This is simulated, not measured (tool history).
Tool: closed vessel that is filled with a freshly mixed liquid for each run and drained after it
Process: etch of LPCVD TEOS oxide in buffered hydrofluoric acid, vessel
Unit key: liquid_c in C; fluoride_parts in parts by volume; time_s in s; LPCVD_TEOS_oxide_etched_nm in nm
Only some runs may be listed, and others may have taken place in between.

run	hour	liquid_c	fluoride_parts	time_s	LPCVD_TEOS_oxide_etched_nm
1	0.0	20.0	23.5	105	83.106
2	2.9	18.0	23.5	105	72.784
3	4.1	19.5	23.5	105	79.271
4	11.7	21.0	23.0	105	89.178
5	12.6	21.0	23.0	110	92.552
6	18.0	21.0	27.5	110	81.121
7	24.6	22.0	26.5	110	88.386
8	29.1	22.0	26.5	110	87.112
9	29.9	23.0	25.5	110	96.315
10	34.7	24.0	25.0	110	103.480
11	39.0	24.5	24.5	110	106.450
12	46.2	25.0	24.0	110	111.480
13	48.6	25.0	24.0	110	113.130

Estimate the outcome of run 14 from the log above:
14	55.8	25.5	24.0	110	?

Run 14 yielded LPCVD_TEOS_oxide_etched_nm 116.520 nm.
